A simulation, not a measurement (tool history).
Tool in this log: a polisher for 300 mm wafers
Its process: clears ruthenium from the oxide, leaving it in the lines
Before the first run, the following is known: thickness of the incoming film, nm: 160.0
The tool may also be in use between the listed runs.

run,hour,flow of slurry (ml/min),pressure of the wafer on the pad (psi),speed of the pad under the wafer (m/s),overpolish time after the end point (s),time until the end point was called (s)
1,0.0,305,2.8,1.04,40,107.690
2,2.2,305,2.6,1.04,40,114.850
3,8.1,305,2.6,1.04,43,112.850
4,10.7,305,2.5,1.04,43,119.640
5,17.5,305,2.4,1.04,43,122.930
6,25.8,305,3.0,1.04,43,99.034
7,31.0,305,2.8,1.04,43,106.580
8,35.5,305,2.6,1.04,43,116.000

Run 9 has not been measured yet. What should we expect?
9,40.7,305,2.5,1.04,43,?

time until the end point was called (s): 116.340
